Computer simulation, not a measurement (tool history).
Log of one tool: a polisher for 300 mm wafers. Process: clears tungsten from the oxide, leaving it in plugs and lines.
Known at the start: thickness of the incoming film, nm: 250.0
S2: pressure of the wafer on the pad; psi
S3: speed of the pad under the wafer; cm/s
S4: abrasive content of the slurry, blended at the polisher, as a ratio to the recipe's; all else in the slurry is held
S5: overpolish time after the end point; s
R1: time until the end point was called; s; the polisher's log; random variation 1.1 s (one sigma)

{"run": 1, "hour": 0.0, "flow of slurry (ml/min)": 225, "S2": 4.7, "S3": 100, "S4": 1, "S5": 6, "R1": 56.556}
{"run": 2, "hour": 2.7, "flow of slurry (ml/min)": 225, "S2": 4.3, "S3": 100, "S4": 1, "S5": 6, "R1": 62.982}
{"run": 3, "hour": 6.1, "flow of slurry (ml/min)": 225, "S2": 4.1, "S3": 100, "S4": 1, "S5": 6, "R1": 64.352}
{"run": 4, "hour": 7.9, "flow of slurry (ml/min)": 275, "S2": 4.1, "S3": 100, "S4": 1, "S5": 6, "R1": 63.434}
{"run": 5, "hour": 13.0, "flow of slurry (ml/min)": 275, "S2": 3.8, "S3": 100, "S4": 1, "S5": 6, "R1": 68.038}
{"run": 6, "hour": 18.7, "flow of slurry (ml/min)": 235, "S2": 3.8, "S3": 100, "S4": 1, "S5": 6, "R1": 69.122}

The next listed run, before its measurement:
{"run": 7, "hour": 24.1, "flow of slurry (ml/min)": 235, "S2": 3.6, "S3": 100, "S4": 1, "S5": 6, "R1": "?"}

R1: 72.812 s
